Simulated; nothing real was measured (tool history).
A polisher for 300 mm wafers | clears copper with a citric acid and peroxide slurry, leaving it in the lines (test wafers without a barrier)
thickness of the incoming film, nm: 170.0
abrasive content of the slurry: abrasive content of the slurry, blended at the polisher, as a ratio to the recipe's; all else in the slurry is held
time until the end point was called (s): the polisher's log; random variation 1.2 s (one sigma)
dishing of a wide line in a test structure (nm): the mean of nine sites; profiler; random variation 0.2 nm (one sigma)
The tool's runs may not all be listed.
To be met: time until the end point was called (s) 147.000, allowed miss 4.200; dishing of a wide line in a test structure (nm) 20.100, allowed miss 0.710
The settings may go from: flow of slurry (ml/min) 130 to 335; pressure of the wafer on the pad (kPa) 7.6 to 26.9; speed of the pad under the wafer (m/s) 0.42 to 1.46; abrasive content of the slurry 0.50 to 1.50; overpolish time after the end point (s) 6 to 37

run  hour  flow of slurry (ml/min)  pressure of the wafer on the pad (kPa)  speed of the pad under the wafer (m/s)  abrasive content of the slurry  overpolish time after the end point (s)  time until the end point was called (s)  dishing of a wide line in a test structure (nm)
  1   0.0                      215                                    17.2                                    0.94                            1.00                                       19                                  110.440                                           23.279
  2   7.8                      210                                    16.5                                    0.94                            1.00                                       19                                  114.170                                           21.701
  3  12.2                      210                                    16.5                                    0.94                            1.15                                       19                                  109.630                                           22.529
  4  19.7                      210                                    20.7                                    0.94                            1.15                                       19                                   88.903                                           28.180
  5  21.6                      210                                    20.7                                    0.94                            1.35                                       19                                   85.934                                           28.875
  6  25.7                      210                                    20.7                                    1.08                            1.35                                       19                                   74.960                                           32.215
  7  27.1                      205                                    18.6                                    1.08                            1.35                                       20                                   83.129                                           30.050
  8  33.5                      205                                    18.6                                    1.08                            1.35                                       20                                   82.509                                           31.068
  9  37.7                      205                                    16.5                                    1.08                            1.35                                       20                                   93.942                                           27.456
 10  42.8                      200                                    15.2                                    1.08                            1.35                                       20                                  101.490                                           25.535
 11  47.0                      195                                    13.8                                    1.08                            1.35                                       20                                  113.090                                           23.310
 12  54.9                      185                                    13.1                                    1.08                            1.35                                       20                                  118.180                                           21.969

Which of these 4 next moves meets every target?
  A  62.8                      180                                    13.1                                    0.94                            1.25                                       21                                        ?                                                ?
  B  62.8                      245                                    11.0                                    0.92                            1.35                                       24                                        ?                                                ?
  C  62.8                      225                                    10.3                                    1.10                            1.25                                       22                                        ?                                                ?
  D  62.8                      135                                    15.2                                    1.42                            1.50                                       12                                        ?                                                ?

move  time until the end point was called (s)  dishing of a wide line in a test structure (nm)
   A                                  139.060                                           19.889
   B                                  157.370                                           19.965
   C                                  145.150                                           19.798
   D                                   82.170                                           19.345
A: nearer than the last run, and not there yet
B: takes the result that was furthest off past its target
C: meets every target
D: further off than the last run
Move C is the one to make.

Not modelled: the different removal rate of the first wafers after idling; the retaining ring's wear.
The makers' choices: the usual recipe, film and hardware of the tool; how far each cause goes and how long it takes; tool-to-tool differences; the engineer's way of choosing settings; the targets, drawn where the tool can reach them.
